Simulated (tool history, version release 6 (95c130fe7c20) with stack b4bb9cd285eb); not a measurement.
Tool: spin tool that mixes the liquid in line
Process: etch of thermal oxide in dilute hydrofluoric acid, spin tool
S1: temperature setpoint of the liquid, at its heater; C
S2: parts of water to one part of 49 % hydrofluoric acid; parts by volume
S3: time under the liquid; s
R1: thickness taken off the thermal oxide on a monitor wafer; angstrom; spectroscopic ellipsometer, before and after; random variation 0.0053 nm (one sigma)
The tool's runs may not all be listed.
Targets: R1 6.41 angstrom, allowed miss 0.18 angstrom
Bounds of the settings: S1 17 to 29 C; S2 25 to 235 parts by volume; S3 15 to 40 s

run	day	S1	S2	S3	R1
1	0	21	130	40	11.657
2	0.133	21	160	40	9.1828
3	0.3	20	165	40	8.5471
4	0.492	20	165	15	3.179
5	0.638	21	165	15	3.3107
6	0.821	18.5	165	15	3.0368
7	1.046	20	165	15	3.1872
8	1.279	22	165	15	3.4154
9	1.446	22	165	15	3.403
10	1.692	22	155	15	3.717
11	2.033	21	145	15	3.8164
12	2.333	21	145	15	3.8316
13	2.588	22.5	130	15	4.6964
14	2.862	22.5	120	15	5.0345
15	3.121	22.5	115	15	5.2437
16	3.488	22.5	110	15	5.6883
17	3.562	22	105	15	5.7688
18	3.892	22	100	15	6.1018

4 next moves are on the table. One of them brings every result within its allowed miss. Which?
A	4.221	21.5	140	25	?
B	4.221	25	115	15	?
C	4.221	25	185	30	?
D	4.221	21.5	95	15	?

move	R1
A	6.7351
B	5.8074
C	6.6517
D	6.2653
A: takes the result that was furthest off past its target
B: further off than the last run
C: takes the result that was furthest off past its target
D: meets every target
Move D is the one to make.
